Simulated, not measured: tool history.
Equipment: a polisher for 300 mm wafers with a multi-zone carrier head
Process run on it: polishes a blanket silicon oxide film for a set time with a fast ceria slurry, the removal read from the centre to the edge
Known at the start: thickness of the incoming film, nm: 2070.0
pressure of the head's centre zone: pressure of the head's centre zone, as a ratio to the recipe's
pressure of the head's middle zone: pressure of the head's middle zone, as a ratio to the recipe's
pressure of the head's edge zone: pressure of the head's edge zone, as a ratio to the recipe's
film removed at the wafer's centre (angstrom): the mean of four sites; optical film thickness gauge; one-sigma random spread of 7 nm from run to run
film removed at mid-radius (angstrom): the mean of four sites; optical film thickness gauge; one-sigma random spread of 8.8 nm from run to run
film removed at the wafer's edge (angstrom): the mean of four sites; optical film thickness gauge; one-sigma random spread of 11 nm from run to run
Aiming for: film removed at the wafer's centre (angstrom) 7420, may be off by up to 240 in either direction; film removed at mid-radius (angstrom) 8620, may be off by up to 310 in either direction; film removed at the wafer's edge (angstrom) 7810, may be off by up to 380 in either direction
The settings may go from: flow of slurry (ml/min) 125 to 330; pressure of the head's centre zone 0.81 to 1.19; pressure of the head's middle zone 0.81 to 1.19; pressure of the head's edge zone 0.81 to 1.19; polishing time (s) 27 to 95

run,hour,flow of slurry (ml/min),pressure of the head's centre zone,pressure of the head's middle zone,pressure of the head's edge zone,polishing time (s),film removed at the wafer's centre (angstrom),film removed at mid-radius (angstrom),film removed at the wafer's edge (angstrom)
1,0,210,1,1,1,61,5870.5,6244.4,6105.9
2,2.1,210,1,1,1,72,7036.1,7359.3,7337.2
3,5.2,220,1,1.02,1.01,72,7210.1,7455.7,7416
4,11.7,220,1.06,1.02,1.01,72,7523.1,7436.4,7131.6
5,13.4,225,1.04,1.04,1.01,72,7396.9,7547.2,7576
6,16,225,1.04,1.04,1.01,63,6464.5,6617.1,6465.5
7,23.4,230,1.03,1.07,0.99,65,6548.6,7030,6611.2
8,30.3,230,1.03,1.07,0.99,65,6647.4,7088.9,6465
9,32.1,235,1.02,1.09,1,66,6750.5,7339.2,6623.7

Next run, 5 choices. One meets every target within its allowed miss, the rest don't. Which?
A,33.9,200,0.86,1.14,1,85,?,?,?
B,33.9,185,0.86,1.03,0.98,87,?,?,?
C,33.9,155,0.81,1.11,0.99,82,?,?,?
D,33.9,185,0.9,1.13,1.02,76,?,?,?
E,33.9,245,0.95,1.11,1.01,76,?,?,?

move,film removed at the wafer's centre (angstrom),film removed at mid-radius (angstrom),film removed at the wafer's edge (angstrom)
A,7453.2,9606.5,8365.8
B,7517.8,8905.5,8425.8
C,6565,8664.5,7782.9
D,6780.8,8418.4,7475.9
E,7363.4,8627.3,7671.1
A: takes the result that was furthest off past its target
B: puts the biggest miss on target and leaves a different result outside tolerance
C: puts the biggest miss on target and leaves a different result outside tolerance
D: puts the biggest miss on target and leaves a different result outside tolerance
E: each result inside its tolerance
E meets every target.

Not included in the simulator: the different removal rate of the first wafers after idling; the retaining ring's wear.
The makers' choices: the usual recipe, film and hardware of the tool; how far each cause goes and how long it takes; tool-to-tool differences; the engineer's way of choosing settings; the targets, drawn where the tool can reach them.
